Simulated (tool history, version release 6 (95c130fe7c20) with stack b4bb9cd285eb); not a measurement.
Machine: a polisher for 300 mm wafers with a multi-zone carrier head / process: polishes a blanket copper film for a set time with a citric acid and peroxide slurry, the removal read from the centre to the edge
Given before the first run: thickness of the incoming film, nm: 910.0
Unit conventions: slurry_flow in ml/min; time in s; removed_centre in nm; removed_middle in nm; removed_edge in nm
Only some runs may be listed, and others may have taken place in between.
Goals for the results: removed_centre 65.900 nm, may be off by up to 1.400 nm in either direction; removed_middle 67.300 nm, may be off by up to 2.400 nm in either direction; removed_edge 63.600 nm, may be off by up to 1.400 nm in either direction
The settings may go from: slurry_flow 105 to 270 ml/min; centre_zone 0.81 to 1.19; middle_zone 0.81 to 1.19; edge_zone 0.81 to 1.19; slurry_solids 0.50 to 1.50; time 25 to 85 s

{"run": 1, "day": 0.0, "slurry_flow": 175, "centre_zone": 1.0, "middle_zone": 1.0, "edge_zone": 1.0, "slurry_solids": 1.0, "time": 55, "removed_centre": 124.81, "removed_middle": 134.84, "removed_edge": 132.88}
{"run": 2, "day": 0.108, "slurry_flow": 175, "centre_zone": 1.0, "middle_zone": 0.99, "edge_zone": 0.97, "slurry_solids": 0.9, "time": 50, "removed_centre": 109.25, "removed_middle": 115.77, "removed_edge": 114.69}
{"run": 3, "day": 0.258, "slurry_flow": 175, "centre_zone": 1.0, "middle_zone": 0.99, "edge_zone": 0.94, "slurry_solids": 0.85, "time": 46, "removed_centre": 98.484, "removed_middle": 105.09, "removed_edge": 102.37}
{"run": 4, "day": 0.35, "slurry_flow": 175, "centre_zone": 1.0, "middle_zone": 0.99, "edge_zone": 0.92, "slurry_solids": 0.8, "time": 43, "removed_centre": 90.862, "removed_middle": 99.024, "removed_edge": 93.139}
{"run": 5, "day": 0.696, "slurry_flow": 175, "centre_zone": 1.0, "middle_zone": 0.97, "edge_zone": 0.9, "slurry_solids": 0.75, "time": 41, "removed_centre": 85.648, "removed_middle": 89.907, "removed_edge": 86.351}
{"run": 6, "day": 0.742, "slurry_flow": 175, "centre_zone": 1.0, "middle_zone": 0.9, "edge_zone": 0.9, "slurry_solids": 0.75, "time": 41, "removed_centre": 86.318, "removed_middle": 86.213, "removed_edge": 87.343}
{"run": 7, "day": 0.762, "slurry_flow": 175, "centre_zone": 1.0, "middle_zone": 0.9, "edge_zone": 0.88, "slurry_solids": 0.7, "time": 40, "removed_centre": 82.056, "removed_middle": 81.984, "removed_edge": 81.427}
{"run": 8, "day": 0.858, "slurry_flow": 170, "centre_zone": 1.0, "middle_zone": 0.9, "edge_zone": 0.87, "slurry_solids": 0.65, "time": 39, "removed_centre": 77.044, "removed_middle": 77.518, "removed_edge": 77.344}
{"run": 9, "day": 1.008, "slurry_flow": 165, "centre_zone": 1.01, "middle_zone": 0.91, "edge_zone": 0.86, "slurry_solids": 0.6, "time": 39, "removed_centre": 75.877, "removed_middle": 76.524, "removed_edge": 74.98}
{"run": 10, "day": 1.175, "slurry_flow": 160, "centre_zone": 1.01, "middle_zone": 0.91, "edge_zone": 0.85, "slurry_solids": 0.6, "time": 39, "removed_centre": 75.155, "removed_middle": 76.398, "removed_edge": 74.864}
{"run": 11, "day": 1.262, "slurry_flow": 160, "centre_zone": 1.01, "middle_zone": 0.91, "edge_zone": 0.84, "slurry_solids": 0.6, "time": 38, "removed_centre": 72.341, "removed_middle": 71.975, "removed_edge": 73.123}
{"run": 12, "day": 1.521, "slurry_flow": 165, "centre_zone": 1.02, "middle_zone": 0.92, "edge_zone": 0.83, "slurry_solids": 0.6, "time": 37, "removed_centre": 72.732, "removed_middle": 73.352, "removed_edge": 69.743}
{"day": 1.85, "done": "centre zone pressure recalibrated"}
{"run": 13, "day": 1.85, "slurry_flow": 160, "centre_zone": 1.02, "middle_zone": 0.93, "edge_zone": 0.83, "slurry_solids": 0.6, "time": 37, "removed_centre": 77.561, "removed_middle": 72.003, "removed_edge": 69.213}
{"run": 14, "day": 2.162, "slurry_flow": 155, "centre_zone": 1.01, "middle_zone": 0.94, "edge_zone": 0.83, "slurry_solids": 0.6, "time": 37, "removed_centre": 76.245, "removed_middle": 71.312, "removed_edge": 69.069}
{"run": 15, "day": 2.421, "slurry_flow": 160, "centre_zone": 0.99, "middle_zone": 0.94, "edge_zone": 0.83, "slurry_solids": 0.6, "time": 37, "removed_centre": 75.302, "removed_middle": 73.721, "removed_edge": 70.187}

Pick the move, out of 4, that brings all results within their allowed miss; only one does.
{"run": "A", "day": 2.679, "slurry_flow": 165, "centre_zone": 0.95, "middle_zone": 0.97, "edge_zone": 1.07, "slurry_solids": 0.5, "time": 33, "removed_centre": "?", "removed_middle": "?", "removed_edge": "?"}
{"run": "B", "day": 2.679, "slurry_flow": 215, "centre_zone": 0.94, "middle_zone": 0.96, "edge_zone": 0.86, "slurry_solids": 0.5, "time": 34, "removed_centre": "?", "removed_middle": "?", "removed_edge": "?"}
{"run": "C", "day": 2.679, "slurry_flow": 165, "centre_zone": 0.94, "middle_zone": 0.85, "edge_zone": 0.92, "slurry_solids": 0.55, "time": 35, "removed_centre": "?", "removed_middle": "?", "removed_edge": "?"}
{"run": "D", "day": 2.679, "slurry_flow": 210, "centre_zone": 0.91, "middle_zone": 0.88, "edge_zone": 0.99, "slurry_solids": 0.5, "time": 33, "removed_centre": "?", "removed_middle": "?", "removed_edge": "?"}

move=A removed_centre=61.206 removed_middle=62.852 removed_edge=66.541
move=B removed_centre=65.562 removed_middle=67.141 removed_edge=63.897
move=C removed_centre=66.079 removed_middle=61.523 removed_edge=67.683
move=D removed_centre=61.318 removed_middle=60.402 removed_edge=66.110
A: moves the result that the last run missed by most past its target, out the other side
B: all results in spec
C: puts the biggest miss on target and leaves a different result outside tolerance
D: moves the result that the last run missed by most past its target, out the other side
Go with B: it meets all targets.
